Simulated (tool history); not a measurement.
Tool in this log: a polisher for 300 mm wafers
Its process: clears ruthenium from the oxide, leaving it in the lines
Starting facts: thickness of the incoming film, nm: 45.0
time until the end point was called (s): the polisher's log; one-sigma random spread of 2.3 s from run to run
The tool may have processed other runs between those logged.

run,hour,flow of slurry (ml/min),pressure of the wafer on the pad (psi),speed of the pad under the wafer (cm/s),overpolish time after the end point (s),time until the end point was called (s)
1,0.0,165,1.5,78,10,84.740
2,0.5,135,1.5,78,10,84.169
3,6.4,135,1.5,98,10,68.913
4,11.8,135,1.5,98,10,67.180
5,12.4,135,1.8,98,10,59.059
6,17.7,135,1.8,116,10,49.899
7,19.9,125,1.4,96,10,74.166
8,21.8,125,1.2,90,10,91.480

The next listed run, before its measurement:
9,28.4,125,1.1,88,10,?

{"run 9": {"time until the end point was called (s)": 97.699}}

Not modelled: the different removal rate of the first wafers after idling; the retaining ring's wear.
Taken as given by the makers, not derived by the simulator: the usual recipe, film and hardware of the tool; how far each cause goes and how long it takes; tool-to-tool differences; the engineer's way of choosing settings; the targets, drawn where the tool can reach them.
